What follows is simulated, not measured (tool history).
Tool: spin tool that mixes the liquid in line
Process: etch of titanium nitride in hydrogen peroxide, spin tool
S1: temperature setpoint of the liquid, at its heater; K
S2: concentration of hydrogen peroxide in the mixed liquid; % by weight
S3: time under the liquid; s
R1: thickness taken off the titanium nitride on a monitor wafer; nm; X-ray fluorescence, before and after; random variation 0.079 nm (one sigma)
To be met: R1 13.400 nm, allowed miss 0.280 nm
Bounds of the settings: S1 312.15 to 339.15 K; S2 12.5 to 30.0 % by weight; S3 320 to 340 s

run	hour	S1	S2	S3	R1
1	0.0	328.15	24.5	320	21.821
2	7.9	326.15	24.5	320	19.081
3	9.0	326.15	29.5	320	19.861
4	15.4	322.15	29.5	320	14.920
5	17.9	329.15	29.5	320	24.821
6	20.8	326.65	29.5	320	20.587
7	21.3	324.65	29.5	320	17.881
8	23.3	323.15	29.5	320	16.029

Which of these 5 next moves meets every target?
A	25.3	324.65	28.0	320	?
B	25.3	326.15	30.0	340	?
C	25.3	320.15	30.0	335	?
D	25.3	321.65	29.5	320	?
E	25.3	325.15	30.0	340	?

move	R1
A	17.374
B	20.858
C	13.323
D	14.151
E	19.426
A: further off than the last run
B: further off than the last run
C: meets every target
D: nearer than the last run, and not there yet
E: further off than the last run
Answer: C

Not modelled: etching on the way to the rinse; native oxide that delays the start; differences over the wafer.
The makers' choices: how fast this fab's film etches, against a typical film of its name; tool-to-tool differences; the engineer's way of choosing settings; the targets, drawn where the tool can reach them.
